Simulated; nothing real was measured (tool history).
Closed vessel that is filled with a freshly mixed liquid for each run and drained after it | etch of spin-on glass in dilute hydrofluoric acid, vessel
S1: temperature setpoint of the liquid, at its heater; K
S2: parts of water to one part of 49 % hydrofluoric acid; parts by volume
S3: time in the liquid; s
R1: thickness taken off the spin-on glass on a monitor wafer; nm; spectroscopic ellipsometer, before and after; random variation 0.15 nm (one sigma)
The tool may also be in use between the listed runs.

run	hour	S1	S2	S3	R1
1	0.0	296.15	140	90	28.453
2	3.9	296.15	140	90	28.275
3	8.5	298.65	140	90	31.431
4	17.2	296.65	140	90	29.187
5	20.4	296.65	140	90	29.036
6	25.0	296.65	110	90	37.984

The next listed run, before its measurement:
7	29.4	296.65	110	90	?

{"run 7": {"R1": 37.787}}
